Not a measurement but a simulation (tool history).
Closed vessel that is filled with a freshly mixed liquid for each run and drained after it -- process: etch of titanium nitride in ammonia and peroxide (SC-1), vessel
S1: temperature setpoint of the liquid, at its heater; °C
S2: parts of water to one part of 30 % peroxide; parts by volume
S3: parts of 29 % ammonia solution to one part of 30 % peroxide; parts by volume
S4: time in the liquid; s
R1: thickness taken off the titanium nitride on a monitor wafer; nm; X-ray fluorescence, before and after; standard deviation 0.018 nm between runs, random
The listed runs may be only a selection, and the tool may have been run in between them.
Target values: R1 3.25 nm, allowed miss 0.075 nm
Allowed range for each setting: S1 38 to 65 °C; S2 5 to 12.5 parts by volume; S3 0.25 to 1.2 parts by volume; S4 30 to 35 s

| run | hour | S1 | S2 | S3 | S4 | R1 |
|---|---|---|---|---|---|---|
| 1 | 0 | 49 | 7 | 0.95 | 35 | 2.5688 |
| 2 | 6.2 | 50 | 7 | 0.95 | 35 | 2.7234 |
| 3 | 15 | 50 | 8 | 0.95 | 35 | 2.5721 |
| 4 | 18.5 | 50 | 7 | 0.95 | 35 | 2.7126 |
| 5 | 19.9 | 50.5 | 7 | 0.95 | 35 | 2.8165 |
| 6 | 26.3 | 51 | 7 | 0.95 | 35 | 2.9319 |
| 7 | 33.2 | 51.5 | 7 | 0.95 | 35 | 3.0312 |
| 8 | 35 | 52 | 7 | 0.95 | 35 | 3.0929 |

5 candidate next runs follow, results not yet known. Just one meets every target within its allowed miss. Identify it.
| A | 36.8 | 53 | 7.5 | 0.95 | 35 | ? |
| B | 36.8 | 55 | 8.5 | 0.8 | 30 | ? |
| C | 36.8 | 50 | 6 | 0.9 | 35 | ? |
| D | 36.8 | 54.5 | 8 | 0.85 | 30 | ? |
| E | 36.8 | 51.5 | 5.5 | 1.05 | 30 | ? |

| move | R1 |
|---|---|
| A | 3.2614 |
| B | 2.9386 |
| C | 2.9204 |
| D | 2.9536 |
| E | 2.9436 |
A: each result inside its tolerance
B: misses by more than the last run did
C: misses by more than the last run did
D: misses by more than the last run did
E: misses by more than the last run did
A meets every target.
